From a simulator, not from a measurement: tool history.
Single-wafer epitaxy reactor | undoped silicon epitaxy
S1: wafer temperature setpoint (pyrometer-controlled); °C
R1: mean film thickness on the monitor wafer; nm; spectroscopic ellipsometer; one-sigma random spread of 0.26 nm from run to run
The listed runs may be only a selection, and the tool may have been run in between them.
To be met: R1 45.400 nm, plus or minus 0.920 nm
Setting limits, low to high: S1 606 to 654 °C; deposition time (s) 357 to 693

run 1 hour=0.0 | S1=630 deposition_time_(s)=525 | R1=58.650
run 2 hour=6.4 | S1=630 deposition_time_(s)=454 | R1=51.060
run 3 hour=11.0 | S1=638 deposition_time_(s)=454 | R1=62.862
run 4 hour=18.9 | S1=634 deposition_time_(s)=453 | R1=56.622
run 5 hour=21.0 | S1=634 deposition_time_(s)=519 | R1=64.551
run 6 hour=23.8 | S1=630 deposition_time_(s)=518 | R1=58.219
run 7 hour=25.7 | S1=627 deposition_time_(s)=518 | R1=54.069
run 8 hour=29.4 | S1=625 deposition_time_(s)=518 | R1=50.825

Exercise: of the 4 proposed moves below, exactly one satisfies all targets within the stated allowed misses. Which move is it?
run A hour=33.1 | S1=617 deposition_time_(s)=565 | R1=?
run B hour=33.1 | S1=631 deposition_time_(s)=520 | R1=?
run C hour=33.1 | S1=628 deposition_time_(s)=525 | R1=?
run D hour=33.1 | S1=624 deposition_time_(s)=503 | R1=?

move=A R1=44.973
move=B R1=59.857
move=C R1=55.901
move=D R1=48.227
A: in spec on every target
B: moves away from the targets compared with the last run
C: moves away from the targets compared with the last run
D: gains on the last run, yet a result remains outside its allowed miss
Correct choice: A, which meets every target
